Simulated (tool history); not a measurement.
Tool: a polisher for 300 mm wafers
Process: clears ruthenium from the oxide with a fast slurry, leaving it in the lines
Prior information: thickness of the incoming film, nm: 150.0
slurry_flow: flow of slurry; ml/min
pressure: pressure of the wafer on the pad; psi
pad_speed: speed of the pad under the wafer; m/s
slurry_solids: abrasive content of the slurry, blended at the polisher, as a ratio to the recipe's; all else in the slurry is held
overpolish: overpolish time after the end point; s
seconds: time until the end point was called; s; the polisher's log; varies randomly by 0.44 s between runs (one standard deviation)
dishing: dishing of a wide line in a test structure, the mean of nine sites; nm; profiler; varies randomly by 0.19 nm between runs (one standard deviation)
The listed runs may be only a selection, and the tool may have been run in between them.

run,day,slurry_flow,pressure,pad_speed,slurry_solids,overpolish,seconds,dishing
1,0.000,250,1.7,0.90,1.00,14,67.070,13.423
2,0.154,250,1.7,0.90,1.00,19,68.018,14.627
3,0.325,250,1.7,1.12,1.00,19,57.033,15.522
4,0.375,250,1.7,1.12,1.00,16,56.731,15.308
5,0.483,275,1.8,0.98,1.10,14,56.420,14.608
6,0.804,250,2.0,0.94,1.05,12,55.132,14.234
7,0.850,260,2.1,0.94,1.05,11,51.158,13.237
8,0.938,285,2.2,0.92,0.95,10,51.683,13.158

Forecast run 9:
9,1.133,305,2.3,0.92,0.90,9,?,?

Run 9 produced seconds 50.420 s, dishing 12.583 nm.

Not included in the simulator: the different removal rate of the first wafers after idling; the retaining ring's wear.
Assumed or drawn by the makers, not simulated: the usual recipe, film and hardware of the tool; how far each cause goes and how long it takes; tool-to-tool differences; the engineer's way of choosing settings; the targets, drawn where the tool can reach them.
